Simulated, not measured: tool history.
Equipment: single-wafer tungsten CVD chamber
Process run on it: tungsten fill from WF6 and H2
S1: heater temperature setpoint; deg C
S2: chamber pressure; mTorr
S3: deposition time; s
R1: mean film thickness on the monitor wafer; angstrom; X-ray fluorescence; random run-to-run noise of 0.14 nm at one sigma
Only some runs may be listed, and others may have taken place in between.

{"run": 1, "day": 0.0, "S1": 385, "S2": 51600, "S3": 16.4, "R1": 482.39}
{"run": 2, "day": 0.325, "S1": 381, "S2": 51500, "S3": 16.4, "R1": 437.14}
{"run": 3, "day": 0.633, "S1": 381, "S2": 59900, "S3": 16.4, "R1": 470.24}
{"run": 4, "day": 0.817, "S1": 390, "S2": 59900, "S3": 16.4, "R1": 572.33}
{"run": 5, "day": 1.167, "S1": 380, "S2": 59900, "S3": 16.4, "R1": 456.6}
{"run": 6, "day": 1.196, "S1": 380, "S2": 67200, "S3": 16.4, "R1": 476.12}
{"run": 7, "day": 1.292, "S1": 368, "S2": 62000, "S3": 16.3, "R1": 345.15}

Forecast run 8:
{"run": 8, "day": 1.379, "S1": 367, "S2": 62000, "S3": 16.3, "R1": "?"}

R1: 336.03 angstrom
